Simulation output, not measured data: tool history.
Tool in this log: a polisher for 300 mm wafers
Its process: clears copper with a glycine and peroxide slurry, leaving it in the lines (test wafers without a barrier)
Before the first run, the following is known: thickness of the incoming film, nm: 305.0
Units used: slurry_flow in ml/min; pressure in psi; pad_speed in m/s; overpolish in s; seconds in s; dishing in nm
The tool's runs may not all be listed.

{"run": 1, "hour": 0.0, "slurry_flow": 195, "pressure": 1.8, "pad_speed": 1.04, "overpolish": 13, "seconds": 98.777, "dishing": 23.685}
{"run": 2, "hour": 6.9, "slurry_flow": 170, "pressure": 1.7, "pad_speed": 1.16, "overpolish": 10, "seconds": 94.235, "dishing": 19.181}
{"run": 3, "hour": 9.4, "slurry_flow": 170, "pressure": 2.1, "pad_speed": 1.16, "overpolish": 10, "seconds": 82.062, "dishing": 21.568}
{"run": 4, "hour": 18.0, "slurry_flow": 170, "pressure": 2.1, "pad_speed": 1.16, "overpolish": 6, "seconds": 80.508, "dishing": 14.835}
{"run": 5, "hour": 21.4, "slurry_flow": 170, "pressure": 1.9, "pad_speed": 1.16, "overpolish": 6, "seconds": 89.144, "dishing": 14.192}
{"run": 6, "hour": 29.5, "slurry_flow": 215, "pressure": 1.8, "pad_speed": 1.16, "overpolish": 5, "seconds": 88.998, "dishing": 12.224}
{"run": 7, "hour": 36.5, "slurry_flow": 245, "pressure": 1.8, "pad_speed": 1.18, "overpolish": 5, "seconds": 86.326, "dishing": 11.96}
{"hour": 39.6, "done": "worn pad replaced by a new one"}
{"run": 8, "hour": 39.6, "slurry_flow": 265, "pressure": 1.8, "pad_speed": 1.2, "overpolish": 5, "seconds": 80.659, "dishing": 12.951}
{"run": 9, "hour": 47.0, "slurry_flow": 280, "pressure": 1.6, "pad_speed": 1.26, "overpolish": 5, "seconds": 83.009, "dishing": 12.281}

Run 10, settings as shown, results not yet in. Your forecast:
{"run": 10, "hour": 54.9, "slurry_flow": 305, "pressure": 1.1, "pad_speed": 1.54, "overpolish": 4, "seconds": "?", "dishing": "?"}

Run 10 gave seconds 88.541 s, dishing 9.4448 nm.
